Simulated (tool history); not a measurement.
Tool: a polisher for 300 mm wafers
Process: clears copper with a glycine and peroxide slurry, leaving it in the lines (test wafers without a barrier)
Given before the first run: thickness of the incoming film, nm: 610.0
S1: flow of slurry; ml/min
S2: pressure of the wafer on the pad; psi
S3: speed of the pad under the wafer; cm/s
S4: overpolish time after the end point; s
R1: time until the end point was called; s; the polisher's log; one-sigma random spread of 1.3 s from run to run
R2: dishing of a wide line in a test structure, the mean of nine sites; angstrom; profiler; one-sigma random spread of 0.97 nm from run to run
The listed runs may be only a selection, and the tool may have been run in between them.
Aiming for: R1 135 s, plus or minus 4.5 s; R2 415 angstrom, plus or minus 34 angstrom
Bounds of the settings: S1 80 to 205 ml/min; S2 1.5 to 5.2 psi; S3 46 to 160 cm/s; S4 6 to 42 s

Run 1, hour 0: S1 135 ml/min, S2 3.3 psi, S3 102 cm/s, S4 21 s. Result: R1 96.483 s, R2 807.13 angstrom.
Run 2, hour 1.8: S1 135 ml/min, S2 2.5 psi, S3 102 cm/s, S4 21 s. Result: R1 121.45 s, R2 667.31 angstrom.
Run 3, hour 5.1: S1 135 ml/min, S2 2.5 psi, S3 102 cm/s, S4 27 s. Result: R1 124.27 s, R2 827.33 angstrom.
Run 4, hour 7.6: S1 130 ml/min, S2 2.4 psi, S3 102 cm/s, S4 23 s. Result: R1 131.2 s, R2 675 angstrom.
Run 5, hour 8.7: S1 130 ml/min, S2 2.4 psi, S3 102 cm/s, S4 26 s. Result: R1 129.08 s, R2 753.8 angstrom.
Run 6, hour 12.4: S1 130 ml/min, S2 2.4 psi, S3 102 cm/s, S4 20 s. Result: R1 128.86 s, R2 613.08 angstrom.
Run 7, hour 13.9: S1 125 ml/min, S2 2.4 psi, S3 102 cm/s, S4 17 s. Result: R1 130.62 s, R2 519.37 angstrom.
Run 8, hour 17.7: S1 125 ml/min, S2 2.4 psi, S3 102 cm/s, S4 17 s. Result: R1 128.54 s, R2 529.35 angstrom.
Run 9, hour 21.6: S1 120 ml/min, S2 2.4 psi, S3 102 cm/s, S4 16 s. Result: R1 131.17 s, R2 515.13 angstrom.
Run 10, hour 25.2: S1 120 ml/min, S2 2.4 psi, S3 102 cm/s, S4 16 s. Result: R1 131.53 s, R2 479.35 angstrom.
Run 11, hour 29.1: S1 115 ml/min, S2 2.4 psi, S3 102 cm/s, S4 15 s. Result: R1 129.04 s, R2 484.73 angstrom.

Pick the move, out of 4, that brings all results within their allowed miss; only one does.
Run A, hour 33: S1 125 ml/min, S2 2.3 psi, S3 102 cm/s, S4 17 s. Result: R1 ?, R2 ?.
Run B, hour 33: S1 140 ml/min, S2 2.4 psi, S3 108 cm/s, S4 13 s. Result: R1 ?, R2 ?.
Run C, hour 33: S1 105 ml/min, S2 2.3 psi, S3 104 cm/s, S4 19 s. Result: R1 ?, R2 ?.
Run D, hour 33: S1 115 ml/min, S2 2.4 psi, S3 100 cm/s, S4 13 s. Result: R1 ?, R2 ?.

move      R1      R2
   A  133.92  518.51
   B  121.19   449.1
   C  137.01  558.03
   D   133.7  412.81
A: its largest miss is bigger than the last run's
B: its largest miss is bigger than the last run's
C: its largest miss is bigger than the last run's
D: hits every target within its allowed miss
The move that meets every target is D.
